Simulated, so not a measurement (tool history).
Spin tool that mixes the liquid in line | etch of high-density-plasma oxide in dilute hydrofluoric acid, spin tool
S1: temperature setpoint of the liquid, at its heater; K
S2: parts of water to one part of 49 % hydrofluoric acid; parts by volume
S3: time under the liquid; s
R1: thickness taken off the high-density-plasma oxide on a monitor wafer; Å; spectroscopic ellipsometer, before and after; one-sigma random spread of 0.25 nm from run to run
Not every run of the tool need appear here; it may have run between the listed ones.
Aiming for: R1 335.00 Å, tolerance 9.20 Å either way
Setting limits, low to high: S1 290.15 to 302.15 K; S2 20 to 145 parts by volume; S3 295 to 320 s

run 1 hour=0.0 | S1=294.15 S2=80 S3=295 | R1=222.17
run 2 hour=3.6 | S1=294.15 S2=60 S3=295 | R1=299.60
run 3 hour=9.3 | S1=291.15 S2=60 S3=295 | R1=264.95
run 4 hour=11.7 | S1=290.15 S2=60 S3=295 | R1=252.32
run 5 hour=18.7 | S1=290.15 S2=80 S3=295 | R1=185.63
run 6 hour=20.7 | S1=290.15 S2=60 S3=295 | R1=249.89
run 7 hour=29.5 | S1=294.15 S2=60 S3=295 | R1=303.02
run 8 hour=34.1 | S1=294.65 S2=60 S3=295 | R1=308.03
run 9 hour=39.4 | S1=295.15 S2=60 S3=295 | R1=310.40
run 10 hour=41.2 | S1=295.65 S2=60 S3=295 | R1=317.35

Consider the 4 candidate settings below. Which is the only one whose results all fall within their allowed miss of target?
run A hour=43.0 | S1=294.65 S2=60 S3=320 | R1=?
run B hour=43.0 | S1=294.65 S2=60 S3=305 | R1=?
run C hour=43.0 | S1=296.65 S2=60 S3=320 | R1=?
run D hour=43.0 | S1=294.65 S2=55 S3=320 | R1=?

move=A R1=329.26
move=B R1=313.82
move=C R1=357.63
move=D R1=361.42
A: all results in spec
B: misses by more than the last run did
C: moves the result that the last run missed by most past its target, out the other side
D: moves the result that the last run missed by most past its target, out the other side
Answer: A
